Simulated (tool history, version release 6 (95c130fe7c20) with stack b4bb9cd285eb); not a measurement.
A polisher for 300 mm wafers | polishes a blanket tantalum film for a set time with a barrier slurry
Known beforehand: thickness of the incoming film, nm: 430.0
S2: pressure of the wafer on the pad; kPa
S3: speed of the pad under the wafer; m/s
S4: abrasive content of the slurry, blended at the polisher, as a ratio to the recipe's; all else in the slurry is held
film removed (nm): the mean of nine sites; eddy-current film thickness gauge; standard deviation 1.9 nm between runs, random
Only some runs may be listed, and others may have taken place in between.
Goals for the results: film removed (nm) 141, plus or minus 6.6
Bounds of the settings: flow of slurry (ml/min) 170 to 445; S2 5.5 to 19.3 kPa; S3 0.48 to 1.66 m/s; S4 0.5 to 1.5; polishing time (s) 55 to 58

{"run": 1, "hour": 0.0, "flow of slurry (ml/min)": 285, "S2": 12.4, "S3": 1.06, "S4": 1, "polishing time (s)": 55, "film removed (nm)": 91.39}
{"run": 2, "hour": 4.2, "flow of slurry (ml/min)": 285, "S2": 12.4, "S3": 1.06, "S4": 0.85, "polishing time (s)": 55, "film removed (nm)": 88.63}
{"run": 3, "hour": 10.7, "flow of slurry (ml/min)": 285, "S2": 12.4, "S3": 1.06, "S4": 0.95, "polishing time (s)": 55, "film removed (nm)": 92.466}
{"run": 4, "hour": 17.8, "flow of slurry (ml/min)": 285, "S2": 13.1, "S3": 1.06, "S4": 0.95, "polishing time (s)": 55, "film removed (nm)": 95.943}
{"run": 5, "hour": 26.8, "flow of slurry (ml/min)": 285, "S2": 13.1, "S3": 1.06, "S4": 1.15, "polishing time (s)": 55, "film removed (nm)": 101.05}
{"run": 6, "hour": 33.9, "flow of slurry (ml/min)": 285, "S2": 13.8, "S3": 1.06, "S4": 1.15, "polishing time (s)": 55, "film removed (nm)": 104.56}
{"run": 7, "hour": 37.9, "flow of slurry (ml/min)": 285, "S2": 14.5, "S3": 1.06, "S4": 1.15, "polishing time (s)": 55, "film removed (nm)": 109.1}
{"run": 8, "hour": 40.2, "flow of slurry (ml/min)": 285, "S2": 15.2, "S3": 1.06, "S4": 1.15, "polishing time (s)": 55, "film removed (nm)": 111.07}
{"run": 9, "hour": 48.8, "flow of slurry (ml/min)": 285, "S2": 15.9, "S3": 1.06, "S4": 1.15, "polishing time (s)": 55, "film removed (nm)": 113.29}

Of the 5 settings listed for the next run, only one would bring every result within its allowed miss of target. Which one?
{"run": "A", "hour": 57.4, "flow of slurry (ml/min)": 315, "S2": 16.5, "S3": 1.36, "S4": 1.15, "polishing time (s)": 56, "film removed (nm)": "?"}
{"run": "B", "hour": 57.4, "flow of slurry (ml/min)": 275, "S2": 17.2, "S3": 1.04, "S4": 1.05, "polishing time (s)": 58, "film removed (nm)": "?"}
{"run": "C", "hour": 57.4, "flow of slurry (ml/min)": 320, "S2": 16.5, "S3": 1.02, "S4": 1.2, "polishing time (s)": 58, "film removed (nm)": "?"}
{"run": "D", "hour": 57.4, "flow of slurry (ml/min)": 360, "S2": 17.2, "S3": 1.08, "S4": 1.15, "polishing time (s)": 55, "film removed (nm)": "?"}
{"run": "E", "hour": 57.4, "flow of slurry (ml/min)": 365, "S2": 14.5, "S3": 1.26, "S4": 1.3, "polishing time (s)": 58, "film removed (nm)": "?"}

move=A film_removed_(nm)=153.29
move=B film_removed_(nm)=126.78
move=C film_removed_(nm)=126.06
move=D film_removed_(nm)=129.48
move=E film_removed_(nm)=138.82
A: moves the result that the last run missed by most past its target, out the other side
B: nearer than the last run, and not there yet
C: nearer than the last run, and not there yet
D: nearer than the last run, and not there yet
E: all results in spec
Correct choice: E, which meets every target

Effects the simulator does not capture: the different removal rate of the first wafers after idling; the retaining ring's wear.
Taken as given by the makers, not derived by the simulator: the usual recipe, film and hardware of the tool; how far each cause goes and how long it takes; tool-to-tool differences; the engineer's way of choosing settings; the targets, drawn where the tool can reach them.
